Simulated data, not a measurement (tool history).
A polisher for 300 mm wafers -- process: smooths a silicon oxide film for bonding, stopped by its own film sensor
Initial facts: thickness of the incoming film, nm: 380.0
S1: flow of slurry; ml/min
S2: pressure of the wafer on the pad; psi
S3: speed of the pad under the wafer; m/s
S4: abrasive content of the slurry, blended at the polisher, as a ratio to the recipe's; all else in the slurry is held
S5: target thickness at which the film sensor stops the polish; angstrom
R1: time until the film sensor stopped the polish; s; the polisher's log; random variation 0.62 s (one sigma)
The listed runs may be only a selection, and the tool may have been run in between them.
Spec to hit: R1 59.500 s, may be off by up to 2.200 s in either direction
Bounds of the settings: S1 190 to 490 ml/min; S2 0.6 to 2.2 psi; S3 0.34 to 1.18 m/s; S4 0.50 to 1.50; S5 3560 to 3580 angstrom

run	hour	S1	S2	S3	S4	S5	R1
1	0.0	315	1.4	0.76	1.00	3560	69.826
2	5.2	315	1.4	0.76	0.85	3560	74.694
3	10.5	315	1.5	0.76	0.85	3560	70.336
4	11.4	315	1.7	0.76	0.85	3560	62.086
5	15.5	315	1.7	0.76	0.75	3560	68.336
6	23.4	315	1.7	0.64	0.75	3560	76.330
7	32.3	315	1.8	0.64	0.75	3560	72.188
8	34.3	315	1.9	0.64	0.75	3560	67.927
9	36.4	315	2.0	0.64	0.75	3560	64.967
10	43.1	315	2.1	0.64	0.75	3560	61.031
11	44.5	315	2.1	0.64	0.75	3560	62.796

Which of these 4 next moves meets every target?
A	45.9	290	1.9	0.74	0.75	3570	?
B	45.9	290	1.8	0.74	0.70	3570	?
C	45.9	370	2.2	0.54	0.70	3580	?
D	45.9	240	2.0	0.56	0.90	3560	?

move	R1
A	59.371
B	65.148
C	64.461
D	68.212
A: hits every target within its allowed miss
B: misses by more than the last run did
C: misses by more than the last run did
D: misses by more than the last run did
The right move is A.
